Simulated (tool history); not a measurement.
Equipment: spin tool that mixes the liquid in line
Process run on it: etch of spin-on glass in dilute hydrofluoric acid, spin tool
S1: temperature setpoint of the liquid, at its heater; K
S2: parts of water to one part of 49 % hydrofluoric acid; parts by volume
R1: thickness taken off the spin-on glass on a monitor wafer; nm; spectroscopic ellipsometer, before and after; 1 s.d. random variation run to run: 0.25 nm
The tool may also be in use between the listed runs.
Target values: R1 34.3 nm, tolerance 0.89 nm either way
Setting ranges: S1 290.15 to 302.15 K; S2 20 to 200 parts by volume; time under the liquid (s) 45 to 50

{"run": 1, "hour": 0.0, "S1": 294.15, "S2": 110, "time under the liquid (s)": 45, "R1": 13.345}
{"run": 2, "hour": 9.0, "S1": 295.15, "S2": 105, "time under the liquid (s)": 45, "R1": 14.415}
{"run": 3, "hour": 15.9, "S1": 295.15, "S2": 105, "time under the liquid (s)": 45, "R1": 14.613}
{"run": 4, "hour": 17.5, "S1": 295.15, "S2": 90, "time under the liquid (s)": 45, "R1": 17.013}
{"run": 5, "hour": 21.5, "S1": 296.15, "S2": 85, "time under the liquid (s)": 45, "R1": 19.144}
{"run": 6, "hour": 22.2, "S1": 296.65, "S2": 80, "time under the liquid (s)": 45, "R1": 20.941}
{"run": 7, "hour": 23.1, "S1": 297.15, "S2": 80, "time under the liquid (s)": 45, "R1": 21.324}
{"run": 8, "hour": 29.5, "S1": 297.65, "S2": 75, "time under the liquid (s)": 45, "R1": 23.502}
{"run": 9, "hour": 35.5, "S1": 298.15, "S2": 75, "time under the liquid (s)": 45, "R1": 24.09}
{"run": 10, "hour": 39.7, "S1": 298.65, "S2": 75, "time under the liquid (s)": 45, "R1": 24.353}
{"run": 11, "hour": 48.0, "S1": 299.15, "S2": 75, "time under the liquid (s)": 45, "R1": 25.274}
{"run": 12, "hour": 55.4, "S1": 302.15, "S2": 55, "time under the liquid (s)": 45, "R1": 39.156}
{"run": 13, "hour": 61.0, "S1": 301.15, "S2": 55, "time under the liquid (s)": 45, "R1": 37.508}
{"run": 14, "hour": 66.9, "S1": 300.15, "S2": 55, "time under the liquid (s)": 45, "R1": 36.204}
{"run": 15, "hour": 74.9, "S1": 299.65, "S2": 55, "time under the liquid (s)": 45, "R1": 35.246}

Consider the 4 candidate settings below. Which is the only one whose results all fall within their allowed miss of target?
{"run": "A", "hour": 82.9, "S1": 298.65, "S2": 55, "time under the liquid (s)": 45, "R1": "?"}
{"run": "B", "hour": 82.9, "S1": 300.15, "S2": 60, "time under the liquid (s)": 50, "R1": "?"}
{"run": "C", "hour": 82.9, "S1": 298.15, "S2": 50, "time under the liquid (s)": 45, "R1": "?"}
{"run": "D", "hour": 82.9, "S1": 300.15, "S2": 55, "time under the liquid (s)": 45, "R1": "?"}

move=A R1=34.412
move=B R1=36.969
move=C R1=37.345
move=D R1=36.554
A: every result lands within tolerance
B: further off than the last run
C: further off than the last run
D: further off than the last run
Go with A: it meets all targets.
